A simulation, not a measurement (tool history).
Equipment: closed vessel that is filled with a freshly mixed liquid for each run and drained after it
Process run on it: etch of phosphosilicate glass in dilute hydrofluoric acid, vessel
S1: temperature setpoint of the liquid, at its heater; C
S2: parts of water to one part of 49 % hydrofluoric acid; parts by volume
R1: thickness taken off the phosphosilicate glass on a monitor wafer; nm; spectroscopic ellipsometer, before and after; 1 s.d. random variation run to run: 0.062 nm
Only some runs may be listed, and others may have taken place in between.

run 1 hour=0.0 | S1=26.0 S2=255 time_in_the_liquid_(s)=30 | R1=8.7419
run 2 hour=2.1 | S1=22.5 S2=255 time_in_the_liquid_(s)=30 | R1=7.7524
run 3 hour=3.5 | S1=26.0 S2=215 time_in_the_liquid_(s)=30 | R1=10.7700
run 4 hour=12.5 | S1=26.0 S2=215 time_in_the_liquid_(s)=30 | R1=10.8170
run 5 hour=13.7 | S1=24.5 S2=215 time_in_the_liquid_(s)=30 | R1=10.1800
run 6 hour=19.1 | S1=24.5 S2=295 time_in_the_liquid_(s)=30 | R1=6.9126
run 7 hour=22.0 | S1=28.5 S2=190 time_in_the_liquid_(s)=30 | R1=13.7280
run 8 hour=30.4 | S1=30.0 S2=180 time_in_the_liquid_(s)=30 | R1=15.4430

What does the tool deliver on the next run?
run 9 hour=33.9 | S1=31.0 S2=175 time_in_the_liquid_(s)=30 | R1=?

{"run 9": {"R1": 16.647}}
